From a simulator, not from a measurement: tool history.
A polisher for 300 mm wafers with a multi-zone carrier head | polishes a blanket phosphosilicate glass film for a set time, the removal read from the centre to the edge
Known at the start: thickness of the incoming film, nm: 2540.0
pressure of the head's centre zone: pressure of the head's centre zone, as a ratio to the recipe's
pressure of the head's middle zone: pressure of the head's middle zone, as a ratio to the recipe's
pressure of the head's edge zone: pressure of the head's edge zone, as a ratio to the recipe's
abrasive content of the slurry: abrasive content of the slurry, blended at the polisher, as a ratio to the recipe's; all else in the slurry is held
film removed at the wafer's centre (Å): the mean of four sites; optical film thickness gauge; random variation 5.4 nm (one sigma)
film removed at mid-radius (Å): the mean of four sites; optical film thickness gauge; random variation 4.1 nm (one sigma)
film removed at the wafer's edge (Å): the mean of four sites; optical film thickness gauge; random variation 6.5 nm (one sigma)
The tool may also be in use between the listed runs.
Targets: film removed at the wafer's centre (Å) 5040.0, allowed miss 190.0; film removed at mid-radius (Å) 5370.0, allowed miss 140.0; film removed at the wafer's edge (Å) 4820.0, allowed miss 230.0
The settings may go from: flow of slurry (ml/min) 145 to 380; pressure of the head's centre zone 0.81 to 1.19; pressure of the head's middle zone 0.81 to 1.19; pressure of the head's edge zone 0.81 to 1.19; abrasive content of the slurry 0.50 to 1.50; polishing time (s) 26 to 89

| run | hour | flow of slurry (ml/min) | pressure of the head's centre zone | pressure of the head's middle zone | pressure of the head's edge zone | abrasive content of the slurry | polishing time (s) | film removed at the wafer's centre (Å) | film removed at mid-radius (Å) | film removed at the wafer's edge (Å) |
|---|---|---|---|---|---|---|---|---|---|---|
| 1 | 0.0 | 245 | 1.00 | 1.00 | 1.00 | 1.00 | 57 | 3593.6 | 3566.0 | 3464.6 |
| 2 | 5.8 | 245 | 1.00 | 1.00 | 1.00 | 1.00 | 45 | 2797.1 | 2806.5 | 2805.2 |
| 3 | 12.6 | 245 | 1.00 | 1.00 | 0.96 | 1.00 | 45 | 2874.8 | 2793.9 | 2686.8 |
| 4 | 15.4 | 260 | 1.04 | 1.05 | 1.00 | 1.15 | 48 | 3276.8 | 3236.3 | 3105.3 |
| 5 | 18.6 | 260 | 1.04 | 1.05 | 1.00 | 1.30 | 48 | 3385.8 | 3397.5 | 3157.3 |
| 6 | 19.3 | 260 | 1.04 | 1.05 | 1.00 | 1.30 | 43 | 3020.4 | 2984.8 | 2910.0 |
| 7 | 22.4 | 270 | 1.06 | 1.08 | 1.03 | 1.35 | 49 | 3576.1 | 3612.3 | 3277.7 |
| 8 | 29.3 | 270 | 1.05 | 1.07 | 1.06 | 1.40 | 54 | 3967.6 | 3963.4 | 3759.7 |
| 9 | 32.5 | 275 | 1.05 | 1.10 | 1.09 | 1.45 | 57 | 4247.1 | 4305.6 | 4039.4 |
| 10 | 33.9 | 280 | 1.05 | 1.12 | 1.10 | 1.45 | 59 | 4446.5 | 4523.8 | 4211.9 |
| 11 | 40.3 | 285 | 1.05 | 1.14 | 1.11 | 1.45 | 61 | 4493.1 | 4813.7 | 4452.7 |
| 12 | 44.0 | 295 | 1.07 | 1.15 | 1.12 | 1.45 | 62 | 4651.7 | 5009.0 | 4607.9 |
| 13 | 52.9 | 305 | 1.09 | 1.16 | 1.12 | 1.45 | 62 | 4820.6 | 4995.7 | 4452.4 |
| 14 | 57.9 | 305 | 1.09 | 1.17 | 1.13 | 1.45 | 63 | 5019.1 | 5057.6 | 4779.2 |
| 15 | 66.5 | 310 | 1.08 | 1.18 | 1.12 | 1.45 | 63 | 4917.1 | 5093.4 | 4557.8 |
| 16 | 68.4 | 310 | 1.08 | 1.18 | 1.13 | 1.45 | 63 | 4865.9 | 5113.5 | 4797.7 |

Which of these 4 next moves meets every target?
| A | 70.3 | 220 | 1.02 | 1.19 | 1.04 | 1.45 | 67 | ? | ? | ? |
| B | 70.3 | 290 | 1.10 | 1.11 | 1.06 | 1.45 | 66 | ? | ? | ? |
| C | 70.3 | 305 | 1.08 | 1.19 | 1.13 | 1.50 | 65 | ? | ? | ? |
| D | 70.3 | 335 | 1.03 | 1.19 | 1.16 | 1.50 | 63 | ? | ? | ? |

| move | film removed at the wafer's centre (Å) | film removed at mid-radius (Å) | film removed at the wafer's edge (Å) |
|---|---|---|---|
| A | 4705.5 | 5330.8 | 4595.8 |
| B | 5180.7 | 5118.8 | 4697.1 |
| C | 5091.0 | 5430.6 | 4836.0 |
| D | 4760.7 | 5312.2 | 4783.9 |
A: brings the result that was furthest off to its target, and leaves another outside
B: as far off as the last run
C: meets every target
D: brings the result that was furthest off to its target, and leaves another outside
Move C is the one to make.
